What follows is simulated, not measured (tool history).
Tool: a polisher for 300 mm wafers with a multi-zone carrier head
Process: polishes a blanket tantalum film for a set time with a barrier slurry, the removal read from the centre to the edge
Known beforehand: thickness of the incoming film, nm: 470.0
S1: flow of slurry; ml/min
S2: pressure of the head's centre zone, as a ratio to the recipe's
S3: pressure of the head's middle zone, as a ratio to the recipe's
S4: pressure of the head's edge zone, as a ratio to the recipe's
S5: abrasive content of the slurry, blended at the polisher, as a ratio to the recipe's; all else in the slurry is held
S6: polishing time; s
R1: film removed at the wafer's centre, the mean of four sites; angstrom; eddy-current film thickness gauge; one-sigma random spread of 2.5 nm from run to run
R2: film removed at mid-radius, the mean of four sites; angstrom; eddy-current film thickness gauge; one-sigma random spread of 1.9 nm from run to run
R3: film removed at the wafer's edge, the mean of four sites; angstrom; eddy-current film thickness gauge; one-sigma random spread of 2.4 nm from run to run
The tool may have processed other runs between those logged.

| run | hour | S1 | S2 | S3 | S4 | S5 | S6 | R1 | R2 | R3 |
|---|---|---|---|---|---|---|---|---|---|---|
| 1 | 0.0 | 285 | 1.00 | 1.00 | 1.00 | 1.00 | 61 | 1294.10 | 1235.20 | 1257.70 |
| 2 | 8.6 | 285 | 1.04 | 1.00 | 1.00 | 1.00 | 61 | 1333.80 | 1241.10 | 1235.50 |
| 3 | 15.9 | 285 | 1.04 | 1.00 | 1.00 | 1.10 | 61 | 1394.40 | 1263.50 | 1268.20 |
| 4 | 17.6 | 285 | 1.04 | 1.00 | 1.00 | 1.10 | 52 | 1224.90 | 1062.90 | 1093.80 |
| 5 | 23.7 | 285 | 1.04 | 1.00 | 1.00 | 1.10 | 38 | 874.22 | 804.10 | 786.80 |
| 6 | 30.6 | 285 | 1.08 | 1.00 | 1.00 | 1.10 | 38 | 916.00 | 778.05 | 816.36 |
| 7 | 39.4 | 275 | 1.06 | 0.98 | 1.05 | 1.15 | 45 | 1053.10 | 943.03 | 956.52 |
| 8 | 40.8 | 285 | 1.06 | 0.94 | 1.08 | 1.15 | 51 | 1187.60 | 1020.10 | 1145.00 |

For run 9, what comes out?
| 9 | 47.9 | 295 | 1.06 | 0.94 | 1.11 | 1.25 | 54 | ? | ? | ? |

Run 9 measured R1 1339.40 angstrom, R2 1086.80 angstrom, R3 1242.20 angstrom.

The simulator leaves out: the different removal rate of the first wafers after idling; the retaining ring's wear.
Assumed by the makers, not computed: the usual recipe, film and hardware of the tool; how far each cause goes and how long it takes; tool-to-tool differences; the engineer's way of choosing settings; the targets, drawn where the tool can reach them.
